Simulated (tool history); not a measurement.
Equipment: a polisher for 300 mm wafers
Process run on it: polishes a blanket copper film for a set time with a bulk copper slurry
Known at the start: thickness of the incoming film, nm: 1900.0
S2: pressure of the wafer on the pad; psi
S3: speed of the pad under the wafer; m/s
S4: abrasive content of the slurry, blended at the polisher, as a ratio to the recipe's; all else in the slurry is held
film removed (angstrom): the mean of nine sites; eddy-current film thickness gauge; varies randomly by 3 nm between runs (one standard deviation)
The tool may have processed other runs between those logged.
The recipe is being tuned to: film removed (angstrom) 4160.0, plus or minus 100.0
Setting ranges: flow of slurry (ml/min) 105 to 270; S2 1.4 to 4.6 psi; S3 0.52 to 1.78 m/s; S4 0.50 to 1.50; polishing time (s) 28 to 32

Run 1, hour 0.0: flow of slurry (ml/min) 175, S2 3.0 psi, S3 1.14 m/s, S4 1.00, polishing time (s) 32. Result: film removed (angstrom) 2785.7.
Run 2, hour 6.0: flow of slurry (ml/min) 175, S2 3.0 psi, S3 1.24 m/s, S4 1.00, polishing time (s) 32. Result: film removed (angstrom) 3020.5.
Run 3, hour 13.2: flow of slurry (ml/min) 175, S2 3.0 psi, S3 1.24 m/s, S4 0.90, polishing time (s) 32. Result: film removed (angstrom) 2937.0.
Run 4, hour 15.1: flow of slurry (ml/min) 175, S2 3.0 psi, S3 1.24 m/s, S4 1.10, polishing time (s) 32. Result: film removed (angstrom) 3110.6.
At hour 18.8: slurry nozzle cleaned.
Run 5, hour 18.8: flow of slurry (ml/min) 180, S2 3.1 psi, S3 1.24 m/s, S4 1.10, polishing time (s) 32. Result: film removed (angstrom) 3426.6.
Run 6, hour 21.7: flow of slurry (ml/min) 180, S2 2.4 psi, S3 1.24 m/s, S4 1.10, polishing time (s) 32. Result: film removed (angstrom) 2727.7.
Run 7, hour 25.1: flow of slurry (ml/min) 220, S2 3.2 psi, S3 1.26 m/s, S4 1.10, polishing time (s) 32. Result: film removed (angstrom) 3688.0.
Run 8, hour 25.9: flow of slurry (ml/min) 225, S2 3.2 psi, S3 1.26 m/s, S4 1.10, polishing time (s) 32. Result: film removed (angstrom) 3738.0.

Consider the 4 candidate settings below. Which is the only one whose results all fall within their allowed miss of target?
Run A, hour 26.7: flow of slurry (ml/min) 255, S2 4.4 psi, S3 0.98 m/s, S4 0.90, polishing time (s) 30. Result: film removed (angstrom) ?.
Run B, hour 26.7: flow of slurry (ml/min) 260, S2 3.0 psi, S3 1.28 m/s, S4 1.15, polishing time (s) 31. Result: film removed (angstrom) ?.
Run C, hour 26.7: flow of slurry (ml/min) 215, S2 3.4 psi, S3 1.38 m/s, S4 1.15, polishing time (s) 31. Result: film removed (angstrom) ?.
Run D, hour 26.7: flow of slurry (ml/min) 225, S2 2.3 psi, S3 1.68 m/s, S4 1.35, polishing time (s) 30. Result: film removed (angstrom) ?.

move  film removed (angstrom)
   A                   3473.3
   B                   3525.0
   C                   4140.7
   D                   3612.9
A: moves away from the targets compared with the last run
B: moves away from the targets compared with the last run
C: hits every target within its allowed miss
D: moves away from the targets compared with the last run
The right move is C.
